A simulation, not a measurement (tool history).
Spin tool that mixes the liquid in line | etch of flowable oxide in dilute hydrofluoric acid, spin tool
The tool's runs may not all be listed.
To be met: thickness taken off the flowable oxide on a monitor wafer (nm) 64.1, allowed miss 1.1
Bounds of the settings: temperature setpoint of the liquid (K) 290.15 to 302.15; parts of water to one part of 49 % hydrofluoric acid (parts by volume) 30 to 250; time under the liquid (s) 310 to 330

| run | hour | temperature setpoint of the liquid (K) | parts of water to one part of 49 % hydrofluoric acid (parts by volume) | time under the liquid (s) | thickness taken off the flowable oxide on a monitor wafer (nm) |
|---|---|---|---|---|---|
| 1 | 0 | 294.15 | 140 | 310 | 73.882 |
| 2 | 4 | 293.65 | 140 | 310 | 72.997 |
| 3 | 6.7 | 293.15 | 140 | 310 | 70.714 |
| 4 | 7.3 | 291.65 | 140 | 310 | 67.101 |
| 5 | 13.1 | 291.65 | 170 | 310 | 53.345 |
| 6 | 16.6 | 293.15 | 170 | 310 | 56.81 |
| 7 | 25.2 | 293.65 | 170 | 310 | 57.814 |
| 8 | 31.3 | 294.15 | 170 | 310 | 59.277 |
| 9 | 37.9 | 295.15 | 170 | 310 | 61.416 |
| 10 | 39.5 | 295.65 | 170 | 310 | 62.43 |

Which of these 4 next moves meets every target?
| A | 41.1 | 294.65 | 170 | 330 | ? |
| B | 41.1 | 294.15 | 165 | 310 | ? |
| C | 41.1 | 293.15 | 160 | 315 | ? |
| D | 41.1 | 297.65 | 190 | 325 | ? |

| move | thickness taken off the flowable oxide on a monitor wafer (nm) |
|---|---|
| A | 63.819 |
| B | 60.898 |
| C | 61.674 |
| D | 61.658 |
A: meets every target
B: further off than the last run
C: further off than the last run
D: further off than the last run
Answer: A
